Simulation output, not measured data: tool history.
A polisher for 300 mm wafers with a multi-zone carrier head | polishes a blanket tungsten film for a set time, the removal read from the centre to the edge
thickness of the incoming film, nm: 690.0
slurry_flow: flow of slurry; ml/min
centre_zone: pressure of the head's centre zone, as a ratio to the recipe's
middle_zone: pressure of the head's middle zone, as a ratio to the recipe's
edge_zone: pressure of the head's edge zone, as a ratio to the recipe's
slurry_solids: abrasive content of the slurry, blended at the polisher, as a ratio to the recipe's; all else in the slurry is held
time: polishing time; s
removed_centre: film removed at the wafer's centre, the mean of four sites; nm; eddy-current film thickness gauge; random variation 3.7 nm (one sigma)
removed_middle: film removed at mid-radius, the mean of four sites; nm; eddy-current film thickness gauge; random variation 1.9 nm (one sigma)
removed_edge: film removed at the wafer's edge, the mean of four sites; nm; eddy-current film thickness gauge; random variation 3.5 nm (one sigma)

| run | hour | slurry_flow | centre_zone | middle_zone | edge_zone | slurry_solids | time | removed_centre | removed_middle | removed_edge |
|---|---|---|---|---|---|---|---|---|---|---|
| 1 | 0 | 195 | 1 | 1 | 1 | 1 | 45 | 186.4 | 185.57 | 187.37 |
| 2 | 2.6 | 210 | 1.03 | 1.04 | 1.02 | 1.15 | 46 | 202.92 | 203.32 | 201.43 |
| 3 | 9.3 | 220 | 1.06 | 1.08 | 1.03 | 1.25 | 47 | 224.21 | 220.18 | 207.08 |
| 4 | 12.2 | 220 | 1.06 | 1.08 | 1.1 | 1.25 | 47 | 219.65 | 218.1 | 219.41 |
| 5 | 17.7 | 220 | 1.06 | 1.05 | 1.1 | 1.25 | 47 | 218.08 | 215.65 | 217.94 |
| 6 | 21.6 | 220 | 1 | 1.05 | 1.1 | 1.25 | 47 | 202.78 | 216.59 | 216.33 |

The next listed run, before its measurement:
| 7 | 29.4 | 270 | 1.1 | 1.15 | 1.12 | 1.5 | 48 | ? | ? | ? |

removed_centre: 246.11 nm
removed_middle: 252.35 nm
removed_edge: 237.59 nm

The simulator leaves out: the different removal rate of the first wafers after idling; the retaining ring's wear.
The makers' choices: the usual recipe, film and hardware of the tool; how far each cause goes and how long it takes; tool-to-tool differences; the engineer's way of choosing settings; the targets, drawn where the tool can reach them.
